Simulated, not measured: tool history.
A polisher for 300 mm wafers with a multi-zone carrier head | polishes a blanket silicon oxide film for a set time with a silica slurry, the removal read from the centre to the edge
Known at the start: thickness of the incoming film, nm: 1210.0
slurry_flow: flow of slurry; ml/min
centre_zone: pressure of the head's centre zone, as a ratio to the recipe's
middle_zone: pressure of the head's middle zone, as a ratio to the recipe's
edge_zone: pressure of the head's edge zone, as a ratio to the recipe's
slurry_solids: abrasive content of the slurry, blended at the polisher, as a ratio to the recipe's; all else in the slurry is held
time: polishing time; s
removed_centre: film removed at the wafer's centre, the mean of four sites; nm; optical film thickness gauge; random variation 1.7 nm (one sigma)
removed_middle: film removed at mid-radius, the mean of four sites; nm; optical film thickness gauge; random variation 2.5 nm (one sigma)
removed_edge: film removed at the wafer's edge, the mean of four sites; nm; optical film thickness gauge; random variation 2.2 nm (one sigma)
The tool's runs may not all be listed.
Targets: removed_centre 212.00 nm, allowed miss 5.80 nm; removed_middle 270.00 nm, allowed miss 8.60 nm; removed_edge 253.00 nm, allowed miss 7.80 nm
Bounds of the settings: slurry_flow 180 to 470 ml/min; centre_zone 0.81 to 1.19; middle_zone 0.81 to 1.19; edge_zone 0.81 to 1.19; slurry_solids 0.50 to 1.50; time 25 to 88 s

run,day,slurry_flow,centre_zone,middle_zone,edge_zone,slurry_solids,time,removed_centre,removed_middle,removed_edge
1,0.000,300,1.00,1.00,1.00,1.00,56,219.45,223.61,232.16
2,0.150,300,1.00,1.00,1.00,0.90,56,213.35,210.00,223.78
3,0.304,300,1.00,1.00,1.00,0.90,64,244.56,242.34,258.34
4,0.662,300,1.00,0.93,1.00,0.90,64,242.61,229.33,257.58
# day 0.704: edge zone pressure recalibrated
5,0.704,295,0.97,0.97,0.99,0.90,64,235.82,235.59,247.00
6,0.896,295,0.95,1.01,1.02,0.90,64,229.56,247.70,250.41
7,1.238,295,0.94,1.02,1.04,0.90,64,229.03,245.74,254.50
8,1.321,295,0.92,1.04,1.05,0.90,64,220.97,251.82,255.09
9,1.612,295,0.91,1.05,1.05,0.90,64,220.12,250.16,254.06
10,1.938,295,0.91,1.05,1.05,0.90,64,222.13,252.44,254.14

Which of these 5 next moves meets every target?
A,2.262,340,0.89,1.01,1.09,0.90,61,?,?,?
B,2.262,305,0.93,1.00,1.05,0.95,63,?,?,?
C,2.262,300,0.98,1.07,0.94,1.10,61,?,?,?
D,2.262,290,1.03,1.10,1.17,0.90,59,?,?,?
E,2.262,290,0.84,1.10,0.96,0.85,68,?,?,?

move,removed_centre,removed_middle,removed_edge
A,205.90,232.70,247.45
B,224.34,240.88,254.55
C,239.85,257.19,246.56
D,228.05,237.51,244.50
E,210.05,269.03,254.43
A: further off than the last run
B: further off than the last run
C: further off than the last run
D: further off than the last run
E: meets every target
Move E is the one to make.
